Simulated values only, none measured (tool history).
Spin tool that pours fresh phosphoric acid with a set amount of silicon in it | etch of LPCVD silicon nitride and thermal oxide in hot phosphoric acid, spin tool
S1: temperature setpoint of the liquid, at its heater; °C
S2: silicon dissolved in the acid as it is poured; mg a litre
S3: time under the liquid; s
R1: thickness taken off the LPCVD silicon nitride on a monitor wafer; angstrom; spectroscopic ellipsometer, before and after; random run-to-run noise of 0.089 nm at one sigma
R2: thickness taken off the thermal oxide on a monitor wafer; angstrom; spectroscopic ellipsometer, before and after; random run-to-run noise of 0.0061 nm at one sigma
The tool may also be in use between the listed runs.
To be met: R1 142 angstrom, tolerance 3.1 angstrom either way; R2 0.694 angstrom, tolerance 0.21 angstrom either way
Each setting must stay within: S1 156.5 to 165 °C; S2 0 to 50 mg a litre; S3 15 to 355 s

run	hour	S1	S2	S3	R1	R2
1	0	160	22.5	180	169.5	3.0574
2	8.5	159	28.5	180	163.56	2.648
3	14.9	159	24	180	163.8	2.297
4	17	160	24	180	167.98	2.4334
5	25	162	24	180	180.49	3.2523
6	34	160	24	180	170.18	2.3489
7	40.9	159	29.5	180	163.18	2.3382
8	47.4	158.5	34	180	161.35	1.7279
9	51.5	156.5	48.5	165	137.56	0.72483
10	55.5	156.5	49	165	138.3	0.74894

Pick the move, out of 5, that brings all results within their allowed miss; only one does.
A	59.5	156.5	49	170	?	?
B	59.5	158.5	39	165	?	?
C	59.5	157	38	160	?	?
D	59.5	156.5	37.5	170	?	?
E	59.5	157	40	155	?	?

move	R1	R2
A	142.92	0.73872
B	148.47	1.2754
C	136.82	1.1744
D	142.92	1.2371
E	132.55	1.0039
A: all results in spec
B: takes the biggest miss from the last run beyond its target
C: misses by more than the last run did
D: brings the last run's worst result on target, with another outside its allowed miss
E: misses by more than the last run did
A is the move that brings every result within its allowed miss.
